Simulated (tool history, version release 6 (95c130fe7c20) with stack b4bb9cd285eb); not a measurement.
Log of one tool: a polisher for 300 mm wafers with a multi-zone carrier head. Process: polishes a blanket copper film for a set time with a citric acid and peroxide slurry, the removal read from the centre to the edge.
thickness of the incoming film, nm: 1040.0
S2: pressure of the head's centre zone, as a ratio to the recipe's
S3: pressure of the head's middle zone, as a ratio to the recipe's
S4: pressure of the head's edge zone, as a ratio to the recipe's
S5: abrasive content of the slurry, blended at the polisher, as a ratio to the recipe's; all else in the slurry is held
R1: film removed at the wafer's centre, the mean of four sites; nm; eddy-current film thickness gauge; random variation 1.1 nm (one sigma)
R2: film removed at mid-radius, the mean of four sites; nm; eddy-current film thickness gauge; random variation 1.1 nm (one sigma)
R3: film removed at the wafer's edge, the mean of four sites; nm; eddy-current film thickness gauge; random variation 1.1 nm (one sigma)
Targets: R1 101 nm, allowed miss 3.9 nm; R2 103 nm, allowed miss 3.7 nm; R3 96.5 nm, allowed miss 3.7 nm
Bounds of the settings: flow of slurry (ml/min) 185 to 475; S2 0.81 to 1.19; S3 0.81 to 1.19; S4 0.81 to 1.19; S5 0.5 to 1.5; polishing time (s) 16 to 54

{"run": 1, "day": 0.0, "flow of slurry (ml/min)": 305, "S2": 1, "S3": 1, "S4": 1, "S5": 1, "polishing time (s)": 35, "R1": 80.99, "R2": 80.304, "R3": 81.303}
{"run": 2, "day": 0.062, "flow of slurry (ml/min)": 305, "S2": 1, "S3": 1, "S4": 1.06, "S5": 1, "polishing time (s)": 35, "R1": 81.243, "R2": 80.078, "R3": 83.17}
{"run": 3, "day": 0.242, "flow of slurry (ml/min)": 310, "S2": 1.01, "S3": 1.03, "S4": 1.07, "S5": 1.1, "polishing time (s)": 35, "R1": 82.964, "R2": 84.131, "R3": 84.003}
{"run": 4, "day": 0.567, "flow of slurry (ml/min)": 310, "S2": 1.02, "S3": 1.04, "S4": 1.08, "S5": 1.15, "polishing time (s)": 36, "R1": 88.242, "R2": 87.661, "R3": 88.658}
{"run": 5, "day": 0.612, "flow of slurry (ml/min)": 310, "S2": 1.02, "S3": 1.04, "S4": 1.08, "S5": 1.15, "polishing time (s)": 27, "R1": 65.221, "R2": 65.529, "R3": 66.86}
{"run": 6, "day": 0.912, "flow of slurry (ml/min)": 310, "S2": 0.94, "S3": 1.04, "S4": 1.08, "S5": 1.15, "polishing time (s)": 27, "R1": 59.618, "R2": 65.973, "R3": 66.309}
{"run": 7, "day": 1.262, "flow of slurry (ml/min)": 315, "S2": 0.97, "S3": 1.06, "S4": 1.09, "S5": 1.2, "polishing time (s)": 29, "R1": 68.594, "R2": 71.276, "R3": 73.785}
{"run": 8, "day": 1.488, "flow of slurry (ml/min)": 310, "S2": 0.98, "S3": 1.08, "S4": 1.07, "S5": 1.25, "polishing time (s)": 31, "R1": 74.304, "R2": 78.263, "R3": 78.053}
{"run": 9, "day": 1.825, "flow of slurry (ml/min)": 315, "S2": 0.99, "S3": 1.1, "S4": 1.07, "S5": 1.3, "polishing time (s)": 32, "R1": 77.242, "R2": 83.32, "R3": 81.088}

Which of these 4 next moves meets every target?
{"run": "A", "day": 2.162, "flow of slurry (ml/min)": 235, "S2": 1, "S3": 1.04, "S4": 1.03, "S5": 1.4, "polishing time (s)": 39, "R1": "?", "R2": "?", "R3": "?"}
{"run": "B", "day": 2.162, "flow of slurry (ml/min)": 310, "S2": 0.97, "S3": 1.02, "S4": 1.19, "S5": 1.5, "polishing time (s)": 38, "R1": "?", "R2": "?", "R3": "?"}
{"run": "C", "day": 2.162, "flow of slurry (ml/min)": 360, "S2": 0.93, "S3": 0.89, "S4": 1.1, "S5": 1.4, "polishing time (s)": 41, "R1": "?", "R2": "?", "R3": "?"}
{"run": "D", "day": 2.162, "flow of slurry (ml/min)": 460, "S2": 1.05, "S3": 1.11, "S4": 1.04, "S5": 1.25, "polishing time (s)": 38, "R1": "?", "R2": "?", "R3": "?"}

move=A R1=94.235 R2=95.305 R3=94.373
move=B R1=93.83 R2=95.897 R3=103.06
move=C R1=96.984 R2=92.235 R3=106.5
move=D R1=101.31 R2=102.3 R3=94.714
A: nearer than the last run, and not there yet
B: nearer than the last run, and not there yet
C: nearer than the last run, and not there yet
D: meets every target
The right move is D.
